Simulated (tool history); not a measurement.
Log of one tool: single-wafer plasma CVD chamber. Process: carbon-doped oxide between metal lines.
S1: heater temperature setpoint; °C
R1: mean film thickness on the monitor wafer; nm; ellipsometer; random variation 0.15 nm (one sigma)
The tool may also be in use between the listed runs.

{"run": 1, "hour": 0.0, "S1": 365, "chamber pressure (Torr)": 5.83, "RF power (W)": 445, "deposition time (s)": 11.3, "R1": 50.395}
{"run": 2, "hour": 3.1, "S1": 363, "chamber pressure (Torr)": 6.02, "RF power (W)": 450, "deposition time (s)": 11.3, "R1": 51.412}
{"run": 3, "hour": 5.4, "S1": 361, "chamber pressure (Torr)": 6.21, "RF power (W)": 455, "deposition time (s)": 11.3, "R1": 52.421}
{"run": 4, "hour": 6.9, "S1": 360, "chamber pressure (Torr)": 6.39, "RF power (W)": 460, "deposition time (s)": 11.3, "R1": 52.761}
{"hour": 14.8, "done": "RF generator calibrated"}
{"run": 5, "hour": 14.8, "S1": 360, "chamber pressure (Torr)": 6.39, "RF power (W)": 515, "deposition time (s)": 11.3, "R1": 61.098}
{"run": 6, "hour": 21.3, "S1": 353, "chamber pressure (Torr)": 6.39, "RF power (W)": 515, "deposition time (s)": 11.3, "R1": 62.544}

The next listed run, before its measurement:
{"run": 7, "hour": 25.7, "S1": 354, "chamber pressure (Torr)": 6.36, "RF power (W)": 515, "deposition time (s)": 11.3, "R1": "?"}

R1: 62.398 nm
